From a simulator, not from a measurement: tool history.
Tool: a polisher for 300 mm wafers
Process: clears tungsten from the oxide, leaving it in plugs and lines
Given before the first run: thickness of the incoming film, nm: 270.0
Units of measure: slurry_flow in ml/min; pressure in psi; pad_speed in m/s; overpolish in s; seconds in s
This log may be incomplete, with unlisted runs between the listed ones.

| run | hour | slurry_flow | pressure | pad_speed | slurry_solids | overpolish | seconds |
|---|---|---|---|---|---|---|---|
| 1 | 0 | 150 | 3.8 | 1.3 | 1 | 37 | 52.554 |
| 2 | 1.6 | 135 | 3.8 | 1.3 | 1 | 37 | 54.348 |
| 3 | 6.9 | 140 | 3.9 | 1.3 | 1 | 37 | 52.306 |
| 4 | 9.3 | 140 | 3.9 | 1.3 | 1.1 | 37 | 50.058 |
| 5 | 15.9 | 145 | 4 | 1.3 | 1.1 | 37 | 49.513 |
| 6 | 18.4 | 145 | 4 | 1 | 1.1 | 37 | 61.5 |

Run 7 is up next; what results do you expect?
| 7 | 21.5 | 155 | 5 | 1.04 | 1.1 | 37 | ? |

{"run 7": {"seconds": 48.244}}
